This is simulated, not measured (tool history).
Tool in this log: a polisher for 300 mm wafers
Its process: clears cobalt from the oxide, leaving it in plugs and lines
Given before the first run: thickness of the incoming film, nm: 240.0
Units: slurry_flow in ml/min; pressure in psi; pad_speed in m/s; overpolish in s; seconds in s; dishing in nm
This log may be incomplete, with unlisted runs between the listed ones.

run 1 hour=0 | slurry_flow=260 pressure=1.2 pad_speed=1 overpolish=12 | seconds=86.29 dishing=21.028
run 2 hour=3.8 | slurry_flow=260 pressure=1.2 pad_speed=1.24 overpolish=12 | seconds=68.556 dishing=23.676
run 3 hour=9.3 | slurry_flow=260 pressure=1.2 pad_speed=1.36 overpolish=12 | seconds=62.339 dishing=25.373
run 4 hour=13.1 | slurry_flow=260 pressure=1.2 pad_speed=1.12 overpolish=12 | seconds=76.196 dishing=22.047
run 5 hour=14.5 | slurry_flow=260 pressure=1.2 pad_speed=0.98 overpolish=12 | seconds=85.343 dishing=20.297
run 6 hour=22.4 | slurry_flow=260 pressure=1.2 pad_speed=0.72 overpolish=12 | seconds=115.99 dishing=16.669
run 7 hour=26.1 | slurry_flow=285 pressure=1.4 pad_speed=0.66 overpolish=10 | seconds=111.72 dishing=14.604
run 8 hour=31 | slurry_flow=320 pressure=1.5 pad_speed=0.72 overpolish=8 | seconds=98.763 dishing=13.758
run 9 hour=37.9 | slurry_flow=345 pressure=1.6 pad_speed=0.74 overpolish=7 | seconds=91.507 dishing=13.166
run 10 hour=44.3 | slurry_flow=360 pressure=1.7 pad_speed=0.76 overpolish=6 | seconds=84.261 dishing=12.504

What does the tool deliver on the next run?
run 11 hour=52.5 | slurry_flow=405 pressure=1.8 pad_speed=0.86 overpolish=4 | seconds=? dishing=?

{"run 11": {"seconds": 71.822, "dishing": 10.243}}
